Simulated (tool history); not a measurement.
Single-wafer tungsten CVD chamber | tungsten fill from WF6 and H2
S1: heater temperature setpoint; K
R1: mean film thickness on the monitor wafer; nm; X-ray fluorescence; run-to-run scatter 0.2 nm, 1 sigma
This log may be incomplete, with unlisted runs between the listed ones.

{"run": 1, "day": 0.0, "S1": 673.15, "chamber pressure (Pa)": 5386, "deposition time (s)": 27.3, "R1": 82.942}
{"run": 2, "day": 0.021, "S1": 672.15, "chamber pressure (Pa)": 5386, "deposition time (s)": 27.3, "R1": 81.059}
{"run": 3, "day": 0.317, "S1": 672.15, "chamber pressure (Pa)": 6066, "deposition time (s)": 27.3, "R1": 85.125}
{"run": 4, "day": 0.579, "S1": 672.15, "chamber pressure (Pa)": 6066, "deposition time (s)": 27.3, "R1": 85.408}
{"run": 5, "day": 0.938, "S1": 671.15, "chamber pressure (Pa)": 6066, "deposition time (s)": 27.3, "R1": 83.765}
{"run": 6, "day": 1.1, "S1": 670.15, "chamber pressure (Pa)": 6066, "deposition time (s)": 27.3, "R1": 82.376}
{"run": 7, "day": 1.417, "S1": 669.15, "chamber pressure (Pa)": 6066, "deposition time (s)": 27.3, "R1": 81.058}

Run 8 is up next; what results do you expect?
{"run": 8, "day": 1.571, "S1": 668.15, "chamber pressure (Pa)": 6066, "deposition time (s)": 27.3, "R1": "?"}

R1: 79.386 nm
